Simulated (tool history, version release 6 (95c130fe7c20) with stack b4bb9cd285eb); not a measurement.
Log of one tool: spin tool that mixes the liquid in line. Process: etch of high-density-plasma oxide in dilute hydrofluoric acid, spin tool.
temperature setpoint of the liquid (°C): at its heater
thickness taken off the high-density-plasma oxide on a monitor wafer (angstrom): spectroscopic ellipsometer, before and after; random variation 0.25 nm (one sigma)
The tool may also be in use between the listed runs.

| run | hour | temperature setpoint of the liquid (°C) | parts of water to one part of 49 % hydrofluoric acid (parts by volume) | time under the liquid (s) | thickness taken off the high-density-plasma oxide on a monitor wafer (angstrom) |
|---|---|---|---|---|---|
| 1 | 0.0 | 20.0 | 260 | 320 | 51.504 |
| 2 | 7.2 | 21.5 | 260 | 320 | 54.800 |
| 3 | 15.5 | 22.5 | 220 | 320 | 68.444 |
| 4 | 23.6 | 22.5 | 150 | 320 | 110.190 |
| 5 | 29.9 | 22.5 | 70 | 320 | 257.910 |
| 6 | 30.6 | 20.0 | 70 | 320 | 230.480 |

Forecast run 7:
| 7 | 31.5 | 20.0 | 75 | 320 | ? |

Run 7 gave thickness taken off the high-density-plasma oxide on a monitor wafer (angstrom) 217.290.
